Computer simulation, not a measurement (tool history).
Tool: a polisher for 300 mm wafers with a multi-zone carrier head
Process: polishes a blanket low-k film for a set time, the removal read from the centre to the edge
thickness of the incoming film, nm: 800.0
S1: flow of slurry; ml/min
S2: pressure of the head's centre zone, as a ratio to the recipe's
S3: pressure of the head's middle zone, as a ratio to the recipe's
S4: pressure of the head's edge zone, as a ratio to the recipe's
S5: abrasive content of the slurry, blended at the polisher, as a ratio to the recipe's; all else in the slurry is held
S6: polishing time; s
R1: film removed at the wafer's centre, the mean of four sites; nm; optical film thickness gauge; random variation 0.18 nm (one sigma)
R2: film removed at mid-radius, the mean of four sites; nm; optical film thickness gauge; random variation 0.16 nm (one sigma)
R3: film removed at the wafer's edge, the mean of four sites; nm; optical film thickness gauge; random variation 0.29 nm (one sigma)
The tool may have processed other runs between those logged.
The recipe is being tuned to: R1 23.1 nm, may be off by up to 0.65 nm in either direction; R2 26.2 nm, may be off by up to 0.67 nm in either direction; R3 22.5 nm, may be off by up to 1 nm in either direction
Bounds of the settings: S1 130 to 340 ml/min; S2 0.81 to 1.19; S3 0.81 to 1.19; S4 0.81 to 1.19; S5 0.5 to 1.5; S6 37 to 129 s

{"run": 1, "hour": 0.0, "S1": 220, "S2": 1, "S3": 1, "S4": 1, "S5": 1, "S6": 83, "R1": 29.613, "R2": 29.175, "R3": 29.256}
{"run": 2, "hour": 1.3, "S1": 220, "S2": 1, "S3": 1, "S4": 0.93, "S5": 1, "S6": 83, "R1": 29.609, "R2": 29.318, "R3": 28.7}
{"run": 3, "hour": 9.5, "S1": 220, "S2": 1, "S3": 1, "S4": 0.93, "S5": 1, "S6": 102, "R1": 36.596, "R2": 35.893, "R3": 35.542}
{"run": 4, "hour": 17.8, "S1": 220, "S2": 1, "S3": 1, "S4": 0.98, "S5": 1, "S6": 102, "R1": 36.498, "R2": 35.368, "R3": 35.396}
{"run": 5, "hour": 18.3, "S1": 220, "S2": 1.04, "S3": 1, "S4": 0.98, "S5": 1, "S6": 102, "R1": 38.15, "R2": 35.476, "R3": 35.622}
{"run": 6, "hour": 22.1, "S1": 220, "S2": 1.04, "S3": 1, "S4": 1.06, "S5": 1, "S6": 102, "R1": 37.814, "R2": 36.301, "R3": 36.845}
{"run": 7, "hour": 24.2, "S1": 220, "S2": 1.03, "S3": 1.02, "S4": 1.03, "S5": 0.9, "S6": 99, "R1": 35.205, "R2": 34.103, "R3": 33.887}
{"run": 8, "hour": 32.4, "S1": 220, "S2": 0.93, "S3": 1.12, "S4": 0.93, "S5": 0.65, "S6": 81, "R1": 21.841, "R2": 25.285, "R3": 22.571}
{"run": 9, "hour": 33.6, "S1": 225, "S2": 0.94, "S3": 1.12, "S4": 0.93, "S5": 0.65, "S6": 81, "R1": 21.984, "R2": 25.506, "R3": 22.225}
{"run": 10, "hour": 35.6, "S1": 230, "S2": 0.94, "S3": 1.12, "S4": 0.93, "S5": 0.65, "S6": 81, "R1": 21.995, "R2": 25.481, "R3": 22.562}

5 next moves are on the table. One of them brings every result within its allowed miss. Which?
{"run": "A", "hour": 37.6, "S1": 210, "S2": 0.94, "S3": 1.04, "S4": 0.9, "S5": 0.65, "S6": 85, "R1": "?", "R2": "?", "R3": "?"}
{"run": "B", "hour": 37.6, "S1": 205, "S2": 0.9, "S3": 1.08, "S4": 0.85, "S5": 0.65, "S6": 84, "R1": "?", "R2": "?", "R3": "?"}
{"run": "C", "hour": 37.6, "S1": 255, "S2": 0.92, "S3": 1.14, "S4": 0.99, "S5": 0.65, "S6": 79, "R1": "?", "R2": "?", "R3": "?"}
{"run": "D", "hour": 37.6, "S1": 190, "S2": 1.02, "S3": 1.19, "S4": 1.01, "S5": 0.65, "S6": 81, "R1": "?", "R2": "?", "R3": "?"}
{"run": "E", "hour": 37.6, "S1": 215, "S2": 0.9, "S3": 1.07, "S4": 1, "S5": 0.55, "S6": 93, "R1": "?", "R2": "?", "R3": "?"}

move=A R1=22.987 R2=24.783 R3=22.799
move=B R1=21.658 R2=25.205 R3=21.904
move=C R1=21.547 R2=25.583 R3=22.536
move=D R1=23.382 R2=26.07 R3=22.579
move=E R1=21.981 R2=25.354 R3=23.848
A: puts the biggest miss on target and leaves a different result outside tolerance
B: its largest miss is bigger than the last run's
C: its largest miss is bigger than the last run's
D: every result lands within tolerance
E: about the same distance from the targets as the last run
Answer: D
